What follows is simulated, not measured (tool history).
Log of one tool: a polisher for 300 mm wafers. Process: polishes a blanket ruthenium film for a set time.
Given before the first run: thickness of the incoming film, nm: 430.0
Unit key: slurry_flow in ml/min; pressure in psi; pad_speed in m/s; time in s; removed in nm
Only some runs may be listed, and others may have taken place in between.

{"run": 1, "day": 0.0, "slurry_flow": 140, "pressure": 1.6, "pad_speed": 1.24, "time": 28, "removed": 29.517}
{"run": 2, "day": 0.129, "slurry_flow": 140, "pressure": 1.6, "pad_speed": 1.1, "time": 28, "removed": 27.184}
{"run": 3, "day": 0.283, "slurry_flow": 140, "pressure": 1.7, "pad_speed": 1.1, "time": 28, "removed": 28.694}
{"run": 4, "day": 0.462, "slurry_flow": 140, "pressure": 1.8, "pad_speed": 1.1, "time": 28, "removed": 30.888}
{"run": 5, "day": 0.717, "slurry_flow": 155, "pressure": 1.8, "pad_speed": 1.1, "time": 28, "removed": 31.928}
{"run": 6, "day": 0.892, "slurry_flow": 155, "pressure": 1.8, "pad_speed": 0.94, "time": 28, "removed": 27.841}

Run 7 comes next. What will it give?
{"run": 7, "day": 1.242, "slurry_flow": 155, "pressure": 1.9, "pad_speed": 0.94, "time": 28, "removed": "?"}

{"run 7": {"removed": 29.05}}
